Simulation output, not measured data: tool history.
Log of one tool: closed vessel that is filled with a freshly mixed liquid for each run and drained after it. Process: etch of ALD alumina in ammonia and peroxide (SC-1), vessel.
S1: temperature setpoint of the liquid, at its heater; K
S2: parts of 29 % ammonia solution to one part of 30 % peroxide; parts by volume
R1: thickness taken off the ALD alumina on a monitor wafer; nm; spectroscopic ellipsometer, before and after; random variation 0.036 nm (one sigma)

run 1 hour=0 | S1=325.15 S2=0.6 time_in_the_liquid_(s)=210 | R1=9.0608
run 2 hour=6.5 | S1=323.65 S2=0.6 time_in_the_liquid_(s)=210 | R1=8.3649
run 3 hour=12 | S1=323.65 S2=0.7 time_in_the_liquid_(s)=210 | R1=8.4811
run 4 hour=17.4 | S1=322.65 S2=0.7 time_in_the_liquid_(s)=210 | R1=7.9348
run 5 hour=20.3 | S1=321.65 S2=0.7 time_in_the_liquid_(s)=210 | R1=7.5965
run 6 hour=27.3 | S1=321.65 S2=0.7 time_in_the_liquid_(s)=225 | R1=8.1077
run 7 hour=28.5 | S1=320.65 S2=0.7 time_in_the_liquid_(s)=225 | R1=7.6605
run 8 hour=37.1 | S1=320.15 S2=0.7 time_in_the_liquid_(s)=225 | R1=7.4177
run 9 hour=43.5 | S1=319.65 S2=0.7 time_in_the_liquid_(s)=225 | R1=7.248

Run 10 comes next. What will it give?
run 10 hour=47.8 | S1=319.15 S2=0.7 time_in_the_liquid_(s)=225 | R1=?

{"run 10": {"R1": 7.0214}}
